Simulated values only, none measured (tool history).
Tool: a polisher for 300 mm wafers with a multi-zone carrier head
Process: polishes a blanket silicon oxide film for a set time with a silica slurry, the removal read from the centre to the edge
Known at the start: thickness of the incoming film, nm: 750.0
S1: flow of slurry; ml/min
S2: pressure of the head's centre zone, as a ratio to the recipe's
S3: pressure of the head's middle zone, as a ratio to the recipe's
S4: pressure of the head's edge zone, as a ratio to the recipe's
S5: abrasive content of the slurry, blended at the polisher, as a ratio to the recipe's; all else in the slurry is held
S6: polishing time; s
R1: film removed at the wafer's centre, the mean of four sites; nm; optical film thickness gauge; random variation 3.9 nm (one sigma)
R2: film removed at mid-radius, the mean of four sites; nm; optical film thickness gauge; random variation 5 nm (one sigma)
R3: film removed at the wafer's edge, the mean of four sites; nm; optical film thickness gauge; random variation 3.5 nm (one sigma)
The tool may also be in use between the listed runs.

run,day,S1,S2,S3,S4,S5,S6,R1,R2,R3
1,0,265,1,1,1,1,67,187.81,188.11,184.47
2,0.225,265,1.05,1,1,1,67,201.47,194.11,186.73
3,0.45,265,1.05,1.09,1,1,67,193.87,202.28,191.02
4,0.492,270,1.04,1.11,0.99,1.1,70,212.13,227.62,200.65
5,0.625,265,1.03,1.12,1.02,1.15,72,221.3,242.96,216.56
6,0.792,265,1.03,1.13,1.04,1.2,73,227.21,253.2,225.68
7,0.854,265,1.03,1.13,1.04,1.2,73,226.59,248.63,224.15
8,1.212,265,1.02,1.14,1.05,1.25,75,236.14,262.49,228.88
9,1.367,260,1.01,1.14,1.07,1.3,78,244.8,276.24,246.11
10,1.654,260,1.01,1.15,1.08,1.35,79,255.82,286.05,259.08
11,1.892,265,1,1.16,1.08,1.35,80,258.34,288.76,263.53

Run 12 comes next. What will it give?
12,1.921,255,0.99,1.16,1.07,1.35,82,?,?,?

R1: 255.25 nm
R2: 294.36 nm
R3: 259.27 nm
